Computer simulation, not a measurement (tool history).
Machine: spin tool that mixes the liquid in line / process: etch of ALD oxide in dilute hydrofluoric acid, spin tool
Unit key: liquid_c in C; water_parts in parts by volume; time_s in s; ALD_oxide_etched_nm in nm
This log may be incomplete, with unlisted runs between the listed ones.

run  hour  liquid_c  water_parts  time_s  ALD_oxide_etched_nm
  1   0.0      24.0          125     290               31.892
  2   3.2      25.5          125     290               33.884
  3  12.1      22.5          125     290               30.023
  4  13.3      24.0          125     290               31.884
  5  16.7      24.0          165     290               23.073
  6  22.1      24.0          190     290               19.514
  7  30.7      25.5          180     290               22.003
  8  36.3      26.5          170     290               24.385
  9  43.4      27.5          160     290               27.277
 10  46.5      31.5          110     290               49.392
 11  47.6      31.0          110     290               48.075

The next listed run, before its measurement:
 12  56.7      30.5          110     290                    ?

{"run 12": {"ALD_oxide_etched_nm": 47.19}}

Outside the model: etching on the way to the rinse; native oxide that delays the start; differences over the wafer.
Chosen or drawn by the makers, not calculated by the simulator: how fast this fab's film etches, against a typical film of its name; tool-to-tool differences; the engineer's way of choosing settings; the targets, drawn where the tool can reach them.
